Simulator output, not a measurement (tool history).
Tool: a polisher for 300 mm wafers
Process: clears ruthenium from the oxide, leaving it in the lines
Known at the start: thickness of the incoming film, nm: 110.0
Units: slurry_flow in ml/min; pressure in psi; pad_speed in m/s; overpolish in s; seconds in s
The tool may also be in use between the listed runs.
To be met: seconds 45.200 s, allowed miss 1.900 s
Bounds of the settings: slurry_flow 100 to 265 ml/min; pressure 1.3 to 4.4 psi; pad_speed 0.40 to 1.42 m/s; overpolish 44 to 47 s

| run | hour | slurry_flow | pressure | pad_speed | overpolish | seconds |
|---|---|---|---|---|---|---|
| 1 | 0.0 | 170 | 2.8 | 0.90 | 44 | 69.516 |
| 2 | 3.6 | 170 | 3.1 | 0.90 | 44 | 66.368 |
| 3 | 6.1 | 170 | 3.8 | 0.90 | 44 | 55.804 |
| 4 | 10.4 | 170 | 4.0 | 0.92 | 44 | 52.336 |
| 5 | 11.5 | 170 | 4.0 | 0.92 | 47 | 52.996 |
| 6 | 15.2 | 155 | 4.0 | 0.92 | 47 | 52.503 |
| 7 | 17.2 | 155 | 4.4 | 0.94 | 47 | 49.611 |
| 8 | 21.2 | 160 | 4.4 | 0.96 | 47 | 47.624 |
| 9 | 24.1 | 160 | 4.4 | 0.98 | 47 | 47.453 |

Which of these 4 next moves meets every target?
| A | 27.0 | 165 | 4.4 | 1.16 | 46 | ? |
| B | 27.0 | 195 | 4.4 | 1.00 | 44 | ? |
| C | 27.0 | 150 | 4.4 | 1.18 | 47 | ? |
| D | 27.0 | 225 | 4.4 | 0.88 | 47 | ? |

| move | seconds |
|---|---|
| A | 41.664 |
| B | 45.977 |
| C | 41.595 |
| D | 49.978 |
A: takes the result that was furthest off past its target
B: meets every target
C: takes the result that was furthest off past its target
D: further off than the last run
Move B is the one to make.
